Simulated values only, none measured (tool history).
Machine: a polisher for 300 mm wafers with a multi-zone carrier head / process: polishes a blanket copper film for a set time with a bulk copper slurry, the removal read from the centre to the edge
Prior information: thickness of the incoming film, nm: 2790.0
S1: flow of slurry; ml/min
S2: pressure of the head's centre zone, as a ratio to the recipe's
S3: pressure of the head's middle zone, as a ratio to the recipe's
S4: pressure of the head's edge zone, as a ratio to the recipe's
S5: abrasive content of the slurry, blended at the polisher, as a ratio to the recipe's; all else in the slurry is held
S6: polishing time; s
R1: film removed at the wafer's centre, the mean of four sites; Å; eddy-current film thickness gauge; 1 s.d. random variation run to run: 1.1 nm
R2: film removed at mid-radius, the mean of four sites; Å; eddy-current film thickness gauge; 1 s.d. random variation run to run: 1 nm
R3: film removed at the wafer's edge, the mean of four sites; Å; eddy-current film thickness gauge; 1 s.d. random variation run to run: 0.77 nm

Run 1, hour 0.0: S1 240 ml/min, S2 1.00, S3 1.00, S4 1.00, S5 1.00, S6 32 s. Result: R1 1943.30 Å, R2 1991.40 Å, R3 2023.90 Å.
Run 2, hour 4.6: S1 280 ml/min, S2 1.00, S3 1.00, S4 1.00, S5 1.00, S6 32 s. Result: R1 2078.30 Å, R2 2055.00 Å, R3 2035.30 Å.
Run 3, hour 9.9: S1 275 ml/min, S2 0.98, S3 0.99, S4 0.99, S5 0.95, S6 30 s. Result: R1 1844.80 Å, R2 1863.20 Å, R3 1865.30 Å.
Run 4, hour 10.9: S1 320 ml/min, S2 0.98, S3 0.99, S4 0.99, S5 0.95, S6 30 s. Result: R1 1850.70 Å, R2 1913.60 Å, R3 1892.00 Å.
Run 5, hour 11.9: S1 320 ml/min, S2 0.96, S3 0.98, S4 0.97, S5 0.90, S6 28 s. Result: R1 1703.10 Å, R2 1750.50 Å, R3 1748.10 Å.
Run 6, hour 20.7: S1 315 ml/min, S2 0.94, S3 0.98, S4 0.96, S5 0.85, S6 26 s. Result: R1 1486.50 Å, R2 1606.40 Å, R3 1581.70 Å.
Run 7, hour 28.3: S1 310 ml/min, S2 0.93, S3 0.97, S4 0.95, S5 0.80, S6 25 s. Result: R1 1373.70 Å, R2 1510.50 Å, R3 1509.00 Å.
Run 8, hour 29.4: S1 310 ml/min, S2 0.93, S3 0.96, S4 0.94, S5 0.75, S6 24 s. Result: R1 1389.60 Å, R2 1443.30 Å, R3 1402.80 Å.
Run 9, hour 35.9: S1 305 ml/min, S2 0.92, S3 0.95, S4 0.94, S5 0.70, S6 23 s. Result: R1 1262.00 Å, R2 1321.40 Å, R3 1314.90 Å.
Run 10, hour 40.0: S1 295 ml/min, S2 0.91, S3 0.95, S4 0.94, S5 0.70, S6 23 s. Result: R1 1250.00 Å, R2 1320.00 Å, R3 1319.60 Å.
Run 11, hour 41.8: S1 250 ml/min, S2 0.81, S3 0.92, S4 0.91, S5 0.50, S6 15 s. Result: R1 669.09 Å, R2 768.99 Å, R3 768.33 Å.

The next listed run, before its measurement:
Run 12, hour 49.2: S1 260 ml/min, S2 0.82, S3 0.93, S4 0.93, S5 0.50, S6 15 s. Result: R1 ?, R2 ?, R3 ?.

Run 12 yielded R1 682.71 Å, R2 765.53 Å, R3 782.25 Å.
